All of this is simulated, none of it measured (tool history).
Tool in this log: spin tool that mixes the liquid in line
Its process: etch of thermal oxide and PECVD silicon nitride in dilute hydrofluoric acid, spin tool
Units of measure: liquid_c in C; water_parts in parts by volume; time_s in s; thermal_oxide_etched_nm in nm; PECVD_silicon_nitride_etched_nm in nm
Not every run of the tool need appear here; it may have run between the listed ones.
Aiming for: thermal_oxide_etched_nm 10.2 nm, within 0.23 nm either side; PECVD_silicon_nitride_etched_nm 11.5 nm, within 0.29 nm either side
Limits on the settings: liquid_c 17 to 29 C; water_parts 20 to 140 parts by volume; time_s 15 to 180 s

run,day,liquid_c,water_parts,time_s,thermal_oxide_etched_nm,PECVD_silicon_nitride_etched_nm
1,0,21,75,90,4.4749,4.521
2,0.125,21,75,75,3.7015,3.8499
3,0.35,21.5,70,75,3.9997,4.2228
4,0.575,19,70,75,3.6783,3.5066
5,0.842,19.5,65,75,4.038,3.9243
6,1.154,20,60,75,4.5354,4.4228
7,1.317,24,30,75,11.048,11.26
8,1.633,25,35,75,9.8211,10.52

4 next moves are on the table. One of them brings every result within its allowed miss. Which?
A,1.95,28,50,100,?,?
B,1.95,24.5,35,80,?,?
C,1.95,27.5,35,75,?,?
D,1.95,26.5,45,95,?,?

move,thermal_oxide_etched_nm,PECVD_silicon_nitride_etched_nm
A,10.086,12.018
B,10.212,10.796
C,10.828,12.374
D,10.096,11.471
A: pushes the last run's worst result past its target
B: nearer the targets than the last run, but a result is still out of spec
C: pushes the last run's worst result past its target
D: every result lands within tolerance
The move that meets every target is D.
